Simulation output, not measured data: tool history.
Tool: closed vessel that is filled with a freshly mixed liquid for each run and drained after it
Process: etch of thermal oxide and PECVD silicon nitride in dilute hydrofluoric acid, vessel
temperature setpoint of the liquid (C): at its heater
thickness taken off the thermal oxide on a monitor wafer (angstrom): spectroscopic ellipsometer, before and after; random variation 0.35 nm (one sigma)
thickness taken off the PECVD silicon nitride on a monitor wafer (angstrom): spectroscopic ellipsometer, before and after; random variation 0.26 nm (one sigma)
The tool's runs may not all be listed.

run	hour	temperature setpoint of the liquid (C)	parts of water to one part of 49 % hydrofluoric acid (parts by volume)	time in the liquid (s)	thickness taken off the thermal oxide on a monitor wafer (angstrom)	thickness taken off the PECVD silicon nitride on a monitor wafer (angstrom)
1	0.0	23.0	75	835	515.94	320.27
2	6.6	23.0	75	990	614.82	383.96
3	12.7	23.0	75	675	419.90	260.67
4	18.6	23.0	65	675	491.70	299.82
5	24.6	20.5	65	675	438.58	253.00
6	31.0	23.5	65	680	504.36	314.13
7	37.1	25.5	65	680	542.89	352.74
8	45.1	27.0	65	680	577.57	390.36
9	50.1	27.0	65	680	583.06	392.91
10	50.8	30.5	70	685	621.25	465.67
11	58.9	30.5	70	680	617.56	459.86
12	64.0	30.5	70	675	606.46	457.67
13	66.6	30.0	70	670	600.24	438.39
14	72.2	30.0	70	665	593.34	428.66
15	72.8	30.5	70	660	597.20	442.23

Run 16 comes next. What will it give?
16	74.1	30.5	70	655	?	?

{"run 16": {"thickness taken off the thermal oxide on a monitor wafer (angstrom)": 588.28, "thickness taken off the PECVD silicon nitride on a monitor wafer (angstrom)": 442.9}}

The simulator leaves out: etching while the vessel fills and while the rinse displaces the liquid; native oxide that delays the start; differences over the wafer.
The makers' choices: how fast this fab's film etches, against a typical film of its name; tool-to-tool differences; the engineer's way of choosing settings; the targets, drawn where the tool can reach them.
